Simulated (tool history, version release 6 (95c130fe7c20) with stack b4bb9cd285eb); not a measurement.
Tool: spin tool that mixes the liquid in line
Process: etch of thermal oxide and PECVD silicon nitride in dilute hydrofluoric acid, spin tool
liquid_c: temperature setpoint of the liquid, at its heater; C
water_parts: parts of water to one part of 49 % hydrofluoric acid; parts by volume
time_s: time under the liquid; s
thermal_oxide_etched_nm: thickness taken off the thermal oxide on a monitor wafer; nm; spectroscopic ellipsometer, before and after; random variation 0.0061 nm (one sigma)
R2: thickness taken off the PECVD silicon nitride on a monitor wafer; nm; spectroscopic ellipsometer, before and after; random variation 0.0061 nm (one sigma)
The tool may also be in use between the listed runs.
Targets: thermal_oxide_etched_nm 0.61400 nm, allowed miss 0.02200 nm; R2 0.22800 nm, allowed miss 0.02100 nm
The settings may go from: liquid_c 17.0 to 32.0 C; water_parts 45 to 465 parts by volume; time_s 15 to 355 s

{"run": 1, "hour": 0.0, "liquid_c": 24.0, "water_parts": 255, "time_s": 180, "thermal_oxide_etched_nm": 2.9491, "R2": 1.2376}
{"run": 2, "hour": 2.7, "liquid_c": 22.5, "water_parts": 295, "time_s": 160, "thermal_oxide_etched_nm": 2.1064, "R2": 0.83036}
{"run": 3, "hour": 8.9, "liquid_c": 22.0, "water_parts": 335, "time_s": 145, "thermal_oxide_etched_nm": 1.5638, "R2": 0.65593}
{"run": 4, "hour": 11.1, "liquid_c": 21.0, "water_parts": 360, "time_s": 135, "thermal_oxide_etched_nm": 1.2596, "R2": 0.55636}
{"run": 5, "hour": 12.2, "liquid_c": 23.0, "water_parts": 360, "time_s": 135, "thermal_oxide_etched_nm": 1.3582, "R2": 0.60204}
{"run": 6, "hour": 18.9, "liquid_c": 23.0, "water_parts": 405, "time_s": 135, "thermal_oxide_etched_nm": 1.1846, "R2": 0.54818}
{"run": 7, "hour": 20.6, "liquid_c": 21.5, "water_parts": 405, "time_s": 120, "thermal_oxide_etched_nm": 0.98985, "R2": 0.44822}
{"run": 8, "hour": 24.6, "liquid_c": 20.5, "water_parts": 410, "time_s": 110, "thermal_oxide_etched_nm": 0.86258, "R2": 0.36236}
{"run": 9, "hour": 30.3, "liquid_c": 19.5, "water_parts": 415, "time_s": 110, "thermal_oxide_etched_nm": 0.81576, "R2": 0.32702}
{"run": 10, "hour": 33.6, "liquid_c": 19.0, "water_parts": 425, "time_s": 110, "thermal_oxide_etched_nm": 0.7762, "R2": 0.33122}
{"run": 11, "hour": 39.9, "liquid_c": 18.5, "water_parts": 425, "time_s": 105, "thermal_oxide_etched_nm": 0.73305, "R2": 0.31736}
{"run": 12, "hour": 42.0, "liquid_c": 18.0, "water_parts": 420, "time_s": 100, "thermal_oxide_etched_nm": 0.70509, "R2": 0.29267}
{"run": 13, "hour": 43.6, "liquid_c": 18.0, "water_parts": 420, "time_s": 95, "thermal_oxide_etched_nm": 0.66853, "R2": 0.26857}
{"run": 14, "hour": 45.9, "liquid_c": 18.0, "water_parts": 415, "time_s": 90, "thermal_oxide_etched_nm": 0.63096, "R2": 0.26366}
{"run": 15, "hour": 50.9, "liquid_c": 18.0, "water_parts": 410, "time_s": 90, "thermal_oxide_etched_nm": 0.651, "R2": 0.25124}
{"run": 16, "hour": 53.6, "liquid_c": 17.5, "water_parts": 410, "time_s": 90, "thermal_oxide_etched_nm": 0.63945, "R2": 0.25904}

Which of these 4 next moves meets every target?
{"run": "A", "hour": 56.3, "liquid_c": 23.5, "water_parts": 460, "time_s": 85, "thermal_oxide_etched_nm": "?", "R2": "?"}
{"run": "B", "hour": 56.3, "liquid_c": 17.0, "water_parts": 340, "time_s": 70, "thermal_oxide_etched_nm": "?", "R2": "?"}
{"run": "C", "hour": 56.3, "liquid_c": 18.5, "water_parts": 465, "time_s": 110, "thermal_oxide_etched_nm": "?", "R2": "?"}
{"run": "D", "hour": 56.3, "liquid_c": 18.0, "water_parts": 405, "time_s": 90, "thermal_oxide_etched_nm": "?", "R2": "?"}

move=A thermal_oxide_etched_nm=0.63847 R2=0.31539
move=B thermal_oxide_etched_nm=0.62765 R2=0.23301
move=C thermal_oxide_etched_nm=0.68956 R2=0.29917
move=D thermal_oxide_etched_nm=0.66696 R2=0.27054
A: further off than the last run
B: meets every target
C: further off than the last run
D: further off than the last run
Move B is the one to make.
